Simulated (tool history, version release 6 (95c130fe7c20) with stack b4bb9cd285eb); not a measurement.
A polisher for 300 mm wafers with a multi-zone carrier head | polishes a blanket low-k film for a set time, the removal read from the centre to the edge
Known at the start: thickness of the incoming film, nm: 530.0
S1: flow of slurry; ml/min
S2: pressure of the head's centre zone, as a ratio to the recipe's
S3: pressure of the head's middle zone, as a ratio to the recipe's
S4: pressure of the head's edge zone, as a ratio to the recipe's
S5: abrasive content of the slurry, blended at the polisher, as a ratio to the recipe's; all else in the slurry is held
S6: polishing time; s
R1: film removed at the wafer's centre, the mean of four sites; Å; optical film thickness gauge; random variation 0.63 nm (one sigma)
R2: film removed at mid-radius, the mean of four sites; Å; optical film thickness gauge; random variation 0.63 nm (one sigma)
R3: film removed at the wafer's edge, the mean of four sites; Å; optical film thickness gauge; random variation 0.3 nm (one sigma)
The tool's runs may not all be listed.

Run 1, day 0: S1 135 ml/min, S2 1, S3 1, S4 1, S5 1, S6 80 s. Result: R1 514.84 Å, R2 490.8 Å, R3 492.04 Å.
Run 2, day 0.288: S1 135 ml/min, S2 1, S3 1, S4 1, S5 1, S6 93 s. Result: R1 594.56 Å, R2 573.04 Å, R3 572.38 Å.
Run 3, day 0.588: S1 125 ml/min, S2 1.02, S3 1.02, S4 0.96, S5 1, S6 93 s. Result: R1 580.46 Å, R2 566.51 Å, R3 555.99 Å.
Run 4, day 0.767: S1 105 ml/min, S2 1.02, S3 1.02, S4 0.96, S5 1, S6 93 s. Result: R1 548.1 Å, R2 537.76 Å, R3 535.75 Å.
Run 5, day 0.971: S1 105 ml/min, S2 1.05, S3 1.04, S4 0.93, S5 1, S6 93 s. Result: R1 563.39 Å, R2 566.08 Å, R3 526.45 Å.
Run 6, day 1.288: S1 105 ml/min, S2 1.07, S3 1.04, S4 0.91, S5 1, S6 93 s. Result: R1 569.85 Å, R2 548.33 Å, R3 522 Å.
Run 7, day 1.596: S1 105 ml/min, S2 1.09, S3 1.05, S4 0.89, S5 1, S6 93 s. Result: R1 596.85 Å, R2 551.65 Å, R3 515.45 Å.

The next listed run, before its measurement:
Run 8, day 1.95: S1 105 ml/min, S2 1.09, S3 1.06, S4 0.88, S5 1, S6 93 s. Result: R1 ?, R2 ?, R3 ?.

Run 8 gave R1 592.22 Å, R2 576.94 Å, R3 511.07 Å.

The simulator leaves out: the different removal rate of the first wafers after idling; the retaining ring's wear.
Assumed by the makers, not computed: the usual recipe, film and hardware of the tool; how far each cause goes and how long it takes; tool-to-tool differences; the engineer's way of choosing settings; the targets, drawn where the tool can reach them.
